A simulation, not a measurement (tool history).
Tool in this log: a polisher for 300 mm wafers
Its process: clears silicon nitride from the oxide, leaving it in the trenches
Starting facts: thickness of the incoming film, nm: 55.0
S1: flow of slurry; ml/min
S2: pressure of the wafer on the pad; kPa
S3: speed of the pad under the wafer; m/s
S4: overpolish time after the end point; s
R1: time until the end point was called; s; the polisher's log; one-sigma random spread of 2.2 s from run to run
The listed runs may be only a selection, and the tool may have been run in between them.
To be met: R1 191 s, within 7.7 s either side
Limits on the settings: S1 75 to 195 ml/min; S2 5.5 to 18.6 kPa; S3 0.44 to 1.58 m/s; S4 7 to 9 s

run,hour,S1,S2,S3,S4,R1
1,0,125,11.7,1,9,100.47
2,1.7,125,13.8,1,9,82.873
3,3.5,125,13.8,0.74,9,112.75
4,7.9,125,13.1,0.74,9,118.11
5,10.8,125,13.1,0.98,9,91.54
6,18.4,125,12.4,0.98,9,96.517
7,23.9,125,12.4,0.98,9,94.143
8,29,125,11.7,0.96,9,101.37
9,34.8,125,11,0.94,9,112.28
10,38.3,125,10.3,0.94,9,119.05

Which one of the following 4 next-run settings gets every result inside its allowed miss? There is exactly one.
A,41.8,110,10.3,0.54,9,?
B,41.8,105,9,0.94,7,?
C,41.8,115,8.3,0.74,7,?
D,41.8,105,7.6,0.72,9,?

move,R1
A,207.91
B,142.07
C,188.73
D,215.57
A: the result that was furthest off in the last run now lies on the other side of its target
B: an improvement on the last run, though not all results are within tolerance
C: every result within its allowed miss
D: the result that was furthest off in the last run now lies on the other side of its target
Answer: C
